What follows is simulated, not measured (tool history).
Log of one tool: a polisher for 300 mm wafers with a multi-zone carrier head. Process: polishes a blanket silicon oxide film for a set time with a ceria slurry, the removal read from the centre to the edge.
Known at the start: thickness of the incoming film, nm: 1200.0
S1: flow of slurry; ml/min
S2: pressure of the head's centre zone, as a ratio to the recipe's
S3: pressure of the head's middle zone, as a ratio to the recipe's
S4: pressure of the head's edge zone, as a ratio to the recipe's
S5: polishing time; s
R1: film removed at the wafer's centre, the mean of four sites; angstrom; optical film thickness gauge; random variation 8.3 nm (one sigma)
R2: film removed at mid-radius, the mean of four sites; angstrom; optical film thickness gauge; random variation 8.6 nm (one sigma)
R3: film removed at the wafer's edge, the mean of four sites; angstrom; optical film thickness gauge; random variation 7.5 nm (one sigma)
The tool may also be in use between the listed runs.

run 1 hour=0.0 | S1=295 S2=1.00 S3=1.00 S4=1.00 S5=66 | R1=3996.1 R2=4062.7 R3=4132.9
run 2 hour=6.3 | S1=300 S2=1.03 S3=1.03 S4=1.01 S5=70 | R1=4325.9 R2=4194.3 R3=4290.3
run 3 hour=12.6 | S1=305 S2=1.03 S3=1.05 S4=0.99 S5=75 | R1=4742.6 R2=4753.4 R3=4617.6
run 4 hour=17.1 | S1=305 S2=1.07 S3=1.05 S4=0.99 S5=75 | R1=4878.2 R2=4590.3 R3=4617.7
run 5 hour=22.1 | S1=305 S2=1.07 S3=1.05 S4=0.99 S5=60 | R1=3871.6 R2=3896.4 R3=3709.2
run 6 hour=24.4 | S1=305 S2=1.02 S3=1.05 S4=0.99 S5=60 | R1=3795.5 R2=3775.2 R3=3693.5
run 7 hour=32.0 | S1=305 S2=1.02 S3=1.07 S4=0.98 S5=67 | R1=4223.9 R2=4318.2 R3=4100.8
run 8 hour=41.0 | S1=310 S2=1.03 S3=1.08 S4=0.97 S5=72 | R1=4514.7 R2=4690.0 R3=4479.3
run 9 hour=43.9 | S1=315 S2=1.05 S3=1.09 S4=0.96 S5=75 | R1=4751.5 R2=4792.8 R3=4627.6
run 10 hour=45.9 | S1=315 S2=1.07 S3=1.11 S4=0.96 S5=78 | R1=5088.5 R2=5136.5 R3=4838.7
run 11 hour=52.4 | S1=315 S2=1.08 S3=1.12 S4=0.96 S5=80 | R1=5331.8 R2=5358.0 R3=4866.9
run 12 hour=54.5 | S1=320 S2=1.08 S3=1.12 S4=0.96 S5=81 | R1=5421.7 R2=5373.3 R3=4907.4
run 13 hour=61.4 | S1=320 S2=1.08 S3=1.12 S4=0.96 S5=82 | R1=5286.1 R2=5355.6 R3=4954.4

Forecast run 14:
run 14 hour=65.9 | S1=320 S2=1.09 S3=1.12 S4=0.96 S5=83 | R1=? R2=? R3=?

Run 14 gave R1 5462.5 angstrom, R2 5596.1 angstrom, R3 5036.2 angstrom.
